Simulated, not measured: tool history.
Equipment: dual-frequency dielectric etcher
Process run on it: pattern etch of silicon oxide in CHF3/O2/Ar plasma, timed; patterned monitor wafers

run  hour  source power (kW)  bias power (kW)  etch time (s)  mean etch depth across the wafer (nm)
  1     0               0.62            0.204            212                                 457.76
  2   1.9               0.66            0.204            212                                 464.48
  3   7.6               0.61            0.202            212                                 455.46
  4  10.6               0.61            0.202            212                                  454.8
  5    14               0.61            0.202            212                                 456.62
  6    21               0.57            0.199            212                                 445.28
  7  29.8               0.54            0.197            212                                 438.69

Run 8 comes next. What will it give?
  8  35.2               0.52            0.196            212                                      ?

mean etch depth across the wafer (nm): 435.93
